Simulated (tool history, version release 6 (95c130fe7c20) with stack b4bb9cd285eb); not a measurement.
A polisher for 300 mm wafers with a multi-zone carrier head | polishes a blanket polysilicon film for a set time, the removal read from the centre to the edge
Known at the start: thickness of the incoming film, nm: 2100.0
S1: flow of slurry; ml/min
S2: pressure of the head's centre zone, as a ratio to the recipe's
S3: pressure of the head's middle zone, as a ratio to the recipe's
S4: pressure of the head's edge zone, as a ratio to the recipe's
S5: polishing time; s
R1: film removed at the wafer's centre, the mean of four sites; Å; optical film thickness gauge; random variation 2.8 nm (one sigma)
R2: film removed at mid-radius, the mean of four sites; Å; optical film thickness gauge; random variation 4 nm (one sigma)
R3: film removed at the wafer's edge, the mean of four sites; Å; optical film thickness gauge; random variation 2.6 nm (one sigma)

run  hour   S1    S2    S3    S4  S5      R1      R2      R3
  1     0  230     1     1     1  39  2506.5  2452.9  2538.6
  2   4.7  230  1.03     1     1  39  2559.7  2469.5  2543.6
  3   6.2  230  1.03  1.07     1  39  2551.6  2659.8  2544.8
  4  12.5  235  1.03  1.08  1.03  40  2635.4  2756.9  2601.6
  5  14.6  230  1.01  1.07  1.04  42  2692.7  2780.2  2754.3
  6  15.6  235     1  1.08  1.05  43  2749.8  2941.1  2840.2
  7  23.2  235     1  1.08  1.05  43  2750.6  2877.8  2870.6

Run 8 comes next. What will it give?
  8  26.8  245   1  1.09  1.07  44   ?   ?   ?

R1: 2847 Å
R2: 2996 Å
R3: 2963.2 Å
